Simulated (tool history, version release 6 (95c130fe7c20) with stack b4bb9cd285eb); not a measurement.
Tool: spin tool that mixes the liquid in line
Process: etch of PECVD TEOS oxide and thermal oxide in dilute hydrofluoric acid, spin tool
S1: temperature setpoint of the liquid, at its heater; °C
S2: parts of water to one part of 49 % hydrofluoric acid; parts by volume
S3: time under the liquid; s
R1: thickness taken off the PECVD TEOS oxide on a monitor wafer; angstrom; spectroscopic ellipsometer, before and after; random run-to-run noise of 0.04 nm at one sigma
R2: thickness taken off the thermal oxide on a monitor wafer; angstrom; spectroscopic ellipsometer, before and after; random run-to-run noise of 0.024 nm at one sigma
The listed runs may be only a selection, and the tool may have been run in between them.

run	day	S1	S2	S3	R1	R2
1	0.000	23.0	65	75	148.520	53.812
2	0.196	21.0	75	75	117.150	43.263
3	0.483	21.0	95	75	90.558	32.509
4	0.629	20.0	95	75	88.020	31.905
5	0.842	19.0	100	75	78.555	28.689
6	1.067	18.5	100	75	78.263	28.565

Run 7, settings as shown, results not yet in. Your forecast:
7	1.392	18.0	100	75	?	?

Run 7 gave R1 76.352 angstrom, R2 27.378 angstrom.

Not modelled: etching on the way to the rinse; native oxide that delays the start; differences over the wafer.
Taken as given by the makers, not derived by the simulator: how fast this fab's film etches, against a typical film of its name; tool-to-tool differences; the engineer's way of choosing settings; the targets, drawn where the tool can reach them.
